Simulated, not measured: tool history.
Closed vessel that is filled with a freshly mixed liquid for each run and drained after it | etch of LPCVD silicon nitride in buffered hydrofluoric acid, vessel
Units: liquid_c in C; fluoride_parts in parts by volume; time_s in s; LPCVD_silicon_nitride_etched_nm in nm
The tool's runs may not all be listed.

run    day  liquid_c  fluoride_parts  time_s  LPCVD_silicon_nitride_etched_nm
  1  0.000      21.0            10.0     720                           7.3401
  2  0.142      21.0             9.0     720                           7.9671
  3  0.429      20.0             9.0     720                           7.4876
  4  0.575      20.0             9.0     510                           5.3955
  5  0.646      20.5             9.0     510                           5.5125
  6  1.000      20.5             7.0     510                           7.1736

The next listed run, before its measurement:
  7  1.167      20.0             7.0     510                                ?

Run 7 gave LPCVD_silicon_nitride_etched_nm 7.0824 nm.
